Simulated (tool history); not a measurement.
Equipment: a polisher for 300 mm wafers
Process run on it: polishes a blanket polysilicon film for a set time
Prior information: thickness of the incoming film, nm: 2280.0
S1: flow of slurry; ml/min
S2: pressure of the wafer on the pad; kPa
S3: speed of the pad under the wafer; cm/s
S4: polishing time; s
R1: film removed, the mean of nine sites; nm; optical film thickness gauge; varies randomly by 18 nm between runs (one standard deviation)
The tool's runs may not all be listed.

run	hour	S1	S2	S3	S4	R1
1	0.0	190	13.1	118	114	833.01
2	0.9	190	11.7	118	114	768.05
3	6.4	190	11.7	94	114	619.90
4	11.3	190	11.7	94	114	612.16
5	16.6	190	13.8	98	114	752.94
6	23.2	190	13.8	82	114	625.01
7	27.9	190	15.2	88	114	763.91
8	32.3	190	16.5	90	114	844.66
9	34.5	190	17.2	92	114	894.92
10	37.0	190	17.9	94	114	904.03
11	44.0	190	18.6	100	114	1046.00

Run 12 comes next. What will it give?
12	47.5	190	19.3	102	114	?

{"run 12": {"R1": 1064.7}}
